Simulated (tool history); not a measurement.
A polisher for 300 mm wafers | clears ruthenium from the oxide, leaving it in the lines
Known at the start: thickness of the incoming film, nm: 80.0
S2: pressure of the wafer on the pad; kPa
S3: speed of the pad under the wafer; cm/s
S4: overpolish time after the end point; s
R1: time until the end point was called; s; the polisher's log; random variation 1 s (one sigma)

Run 1, day 0.000: flow of slurry (ml/min) 270, S2 9.0 kPa, S3 96 cm/s, S4 34 s. Result: R1 100.460 s.
Run 2, day 0.238: flow of slurry (ml/min) 270, S2 9.7 kPa, S3 98 cm/s, S4 34 s. Result: R1 99.121 s.
Run 3, day 0.579: flow of slurry (ml/min) 270, S2 9.7 kPa, S3 120 cm/s, S4 34 s. Result: R1 81.119 s.
Run 4, day 0.838: flow of slurry (ml/min) 270, S2 10.3 kPa, S3 122 cm/s, S4 34 s. Result: R1 72.033 s.
Run 5, day 1.000: flow of slurry (ml/min) 270, S2 10.3 kPa, S3 122 cm/s, S4 37 s. Result: R1 74.365 s.
Run 6, day 1.354: flow of slurry (ml/min) 270, S2 10.3 kPa, S3 100 cm/s, S4 37 s. Result: R1 89.136 s.
Run 7, day 1.529: flow of slurry (ml/min) 270, S2 11.0 kPa, S3 104 cm/s, S4 37 s. Result: R1 83.407 s.
Run 8, day 1.754: flow of slurry (ml/min) 270, S2 11.7 kPa, S3 108 cm/s, S4 37 s. Result: R1 74.722 s.
Run 9, day 1.892: flow of slurry (ml/min) 270, S2 12.4 kPa, S3 110 cm/s, S4 37 s. Result: R1 69.215 s.

Forecast run 10:
Run 10, day 2.142: flow of slurry (ml/min) 270, S2 12.4 kPa, S3 112 cm/s, S4 37 s. Result: R1 ?.

R1: 65.273 s

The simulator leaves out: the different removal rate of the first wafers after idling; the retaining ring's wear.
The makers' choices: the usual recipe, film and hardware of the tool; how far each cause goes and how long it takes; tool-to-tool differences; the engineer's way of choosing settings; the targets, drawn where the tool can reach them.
